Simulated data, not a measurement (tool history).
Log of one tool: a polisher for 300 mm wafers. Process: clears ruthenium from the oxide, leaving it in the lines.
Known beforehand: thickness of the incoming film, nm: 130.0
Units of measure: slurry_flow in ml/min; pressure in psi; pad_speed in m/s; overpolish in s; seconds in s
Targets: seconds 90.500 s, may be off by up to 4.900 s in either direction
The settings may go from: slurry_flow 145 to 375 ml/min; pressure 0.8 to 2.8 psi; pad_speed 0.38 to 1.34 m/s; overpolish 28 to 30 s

run 1 hour=0.0 | slurry_flow=240 pressure=1.8 pad_speed=0.86 overpolish=28 | seconds=167.480
run 2 hour=4.8 | slurry_flow=180 pressure=1.8 pad_speed=0.86 overpolish=28 | seconds=175.050
run 3 hour=8.3 | slurry_flow=180 pressure=1.9 pad_speed=0.88 overpolish=28 | seconds=163.410
run 4 hour=12.4 | slurry_flow=180 pressure=2.0 pad_speed=0.90 overpolish=28 | seconds=147.840
run 5 hour=19.3 | slurry_flow=180 pressure=2.1 pad_speed=0.90 overpolish=28 | seconds=143.430
run 6 hour=20.4 | slurry_flow=180 pressure=2.2 pad_speed=0.92 overpolish=28 | seconds=136.710
run 7 hour=28.8 | slurry_flow=180 pressure=2.3 pad_speed=0.94 overpolish=28 | seconds=125.800
run 8 hour=37.7 | slurry_flow=180 pressure=2.4 pad_speed=0.96 overpolish=28 | seconds=115.150
-- hour=43.2 slurry nozzle cleaned
run 9 hour=43.2 | slurry_flow=180 pressure=2.4 pad_speed=0.96 overpolish=28 | seconds=115.050
run 10 hour=51.9 | slurry_flow=180 pressure=2.8 pad_speed=0.98 overpolish=28 | seconds=97.143

Pick the move, out of 5, that brings all results within their allowed miss; only one does.
run A hour=60.6 | slurry_flow=235 pressure=2.8 pad_speed=1.02 overpolish=29 | seconds=?
run B hour=60.6 | slurry_flow=185 pressure=2.8 pad_speed=0.92 overpolish=30 | seconds=?
run C hour=60.6 | slurry_flow=150 pressure=2.8 pad_speed=1.26 overpolish=28 | seconds=?
run D hour=60.6 | slurry_flow=215 pressure=2.8 pad_speed=1.20 overpolish=28 | seconds=?
run E hour=60.6 | slurry_flow=225 pressure=2.4 pad_speed=1.02 overpolish=28 | seconds=?

move=A seconds=92.651
move=B seconds=105.270
move=C seconds=79.664
move=D seconds=79.812
move=E seconds=107.420
A: hits every target within its allowed miss
B: further off than the last run
C: carries the result that was furthest off beyond its target, to the other side
D: carries the result that was furthest off beyond its target, to the other side
E: further off than the last run
The right move is A.
